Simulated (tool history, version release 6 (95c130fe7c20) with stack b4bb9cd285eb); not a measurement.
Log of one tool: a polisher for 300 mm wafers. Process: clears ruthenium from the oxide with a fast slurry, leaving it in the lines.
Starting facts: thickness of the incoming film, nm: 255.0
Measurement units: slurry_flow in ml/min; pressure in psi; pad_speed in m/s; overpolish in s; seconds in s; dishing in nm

{"run": 1, "hour": 0.0, "slurry_flow": 210, "pressure": 2.0, "pad_speed": 1.08, "slurry_solids": 1.0, "overpolish": 29, "seconds": 83.295, "dishing": 61.825}
{"run": 2, "hour": 7.5, "slurry_flow": 210, "pressure": 2.1, "pad_speed": 1.08, "slurry_solids": 1.0, "overpolish": 31, "seconds": 81.881, "dishing": 69.764}
{"run": 3, "hour": 9.9, "slurry_flow": 210, "pressure": 2.1, "pad_speed": 0.9, "slurry_solids": 1.0, "overpolish": 31, "seconds": 97.063, "dishing": 62.333}
{"run": 4, "hour": 14.1, "slurry_flow": 210, "pressure": 2.3, "pad_speed": 0.9, "slurry_solids": 1.0, "overpolish": 32, "seconds": 88.318, "dishing": 65.531}
{"run": 5, "hour": 23.1, "slurry_flow": 210, "pressure": 2.1, "pad_speed": 0.9, "slurry_solids": 1.0, "overpolish": 32, "seconds": 97.584, "dishing": 63.497}
{"run": 6, "hour": 25.0, "slurry_flow": 210, "pressure": 2.3, "pad_speed": 0.9, "slurry_solids": 1.0, "overpolish": 33, "seconds": 89.865, "dishing": 67.596}
{"run": 7, "hour": 31.5, "slurry_flow": 215, "pressure": 2.4, "pad_speed": 0.9, "slurry_solids": 1.0, "overpolish": 34, "seconds": 85.8, "dishing": 72.9}

What will run 8 give?
{"run": 8, "hour": 34.8, "slurry_flow": 215, "pressure": 2.5, "pad_speed": 0.9, "slurry_solids": 1.0, "overpolish": 35, "seconds": "?", "dishing": "?"}

{"run 8": {"seconds": 80.617, "dishing": 75.187}}
